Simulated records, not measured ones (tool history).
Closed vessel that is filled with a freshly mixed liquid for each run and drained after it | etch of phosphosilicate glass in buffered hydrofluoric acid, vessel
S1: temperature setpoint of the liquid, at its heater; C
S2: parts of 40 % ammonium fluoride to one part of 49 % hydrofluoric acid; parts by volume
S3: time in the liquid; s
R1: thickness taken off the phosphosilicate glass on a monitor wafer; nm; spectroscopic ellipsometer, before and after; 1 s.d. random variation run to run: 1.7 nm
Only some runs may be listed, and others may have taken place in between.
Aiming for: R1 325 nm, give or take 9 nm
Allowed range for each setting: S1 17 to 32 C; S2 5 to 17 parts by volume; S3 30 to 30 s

run    day    S1    S2  S3      R1
  1      0    24  10.5  30  145.99
  2  0.133    26  10.5  30  162.99
  3  0.371  28.5  10.5  30  183.61
  4  0.442  29.5     9  30  220.87
  5  0.812    27     9  30  190.19
  6  1.175    28     9  30  202.85
  7  1.208    29     8  30  243.94
  8  1.242    30   7.5  30   271.2
  9  1.504  30.5   7.5  30  282.32
       1.6  -- thermometer replaced
 10    1.6    31   7.5  30     306

Which single option among these 4 for the next run brings every result within its allowed miss of target? Just one does.
  A  1.696  30.5    7  30   ?
  B  1.696    30  7.5  30   ?
  C  1.696  27.5    7  30   ?
  D  1.696  28.5    7  30   ?

move      R1
   A  325.31
   B  294.21
   C  277.75
   D  292.88
A: hits every target within its allowed miss
B: its largest miss is bigger than the last run's
C: its largest miss is bigger than the last run's
D: its largest miss is bigger than the last run's
Go with A: it meets all targets.
